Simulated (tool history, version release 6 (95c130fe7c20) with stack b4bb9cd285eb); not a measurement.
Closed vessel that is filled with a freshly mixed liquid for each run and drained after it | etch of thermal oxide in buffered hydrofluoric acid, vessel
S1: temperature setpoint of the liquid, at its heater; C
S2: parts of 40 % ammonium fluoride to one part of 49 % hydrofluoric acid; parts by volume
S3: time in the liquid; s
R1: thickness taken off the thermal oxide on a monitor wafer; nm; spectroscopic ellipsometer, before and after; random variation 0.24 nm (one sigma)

run,hour,S1,S2,S3,R1
1,0.0,24.0,14.5,30,25.413
2,3.1,24.0,16.0,30,23.172
3,4.2,25.5,16.0,30,25.228
4,5.8,26.5,15.0,30,28.161
5,13.8,26.5,15.0,30,28.243
6,14.4,26.5,19.0,30,22.307
7,14.9,26.5,19.0,30,22.244
8,19.7,27.0,17.5,30,24.828
9,23.8,27.5,16.0,30,27.754

Forecast run 10:
10,26.7,31.5,11.0,30,?

Run 10 gave R1 49.669 nm.
